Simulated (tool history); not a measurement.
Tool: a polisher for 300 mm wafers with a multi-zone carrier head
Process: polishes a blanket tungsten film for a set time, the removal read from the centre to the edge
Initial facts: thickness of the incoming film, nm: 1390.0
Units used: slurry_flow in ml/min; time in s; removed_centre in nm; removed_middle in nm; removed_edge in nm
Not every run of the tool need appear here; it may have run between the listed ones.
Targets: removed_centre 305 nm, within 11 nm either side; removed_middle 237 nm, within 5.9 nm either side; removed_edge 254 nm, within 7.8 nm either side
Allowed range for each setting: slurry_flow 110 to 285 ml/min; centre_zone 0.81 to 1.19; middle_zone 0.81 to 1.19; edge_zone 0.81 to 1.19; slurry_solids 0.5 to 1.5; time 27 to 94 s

run,hour,slurry_flow,centre_zone,middle_zone,edge_zone,slurry_solids,time,removed_centre,removed_middle,removed_edge
1,0,180,1,1,1,1,60,381.37,384.05,378.3
2,6.7,180,1,1,0.94,1,60,383.87,388.51,376.81
3,12.7,175,1.05,0.96,0.93,0.85,55,354.46,324.17,331.51
4,13.8,170,1.08,0.95,0.9,0.75,52,340.78,293.52,299.55
# hour 19.5: worn pad replaced by a new one
5,19.5,160,1.09,0.93,0.88,0.65,51,342.71,306.09,309.63
6,23.6,165,1.11,0.93,0.89,0.7,48,339.16,292.89,295.21
7,27.3,175,1.12,0.89,0.87,0.65,45,316.84,264.13,279.72
8,28.6,175,1.14,0.88,0.86,0.65,43,320.72,248.87,261.51
9,29.4,175,1.13,0.87,0.85,0.65,43,313.82,247.14,260.96
10,33.6,175,1.12,0.86,0.84,0.65,43,304.19,244.72,258.17

Which one of the following 4 next-run settings gets every result inside its allowed miss? There is exactly one.
A,37.8,155,1.15,0.96,0.81,0.65,43,?,?,?
B,37.8,155,1.1,0.9,0.82,0.6,45,?,?,?
C,37.8,175,1.02,0.81,0.86,0.5,47,?,?,?
D,37.8,145,1.17,0.89,0.9,0.75,41,?,?,?

move,removed_centre,removed_middle,removed_edge
A,309.48,259.88,251.41
B,304,253.37,259.79
C,289.96,239.05,270.31
D,305.06,237.12,255.72
A: lands further from the targets than the last run did
B: lands further from the targets than the last run did
C: corrects the largest miss of the last run, while another result sits out of spec
D: all results in spec
The move that meets every target is D.
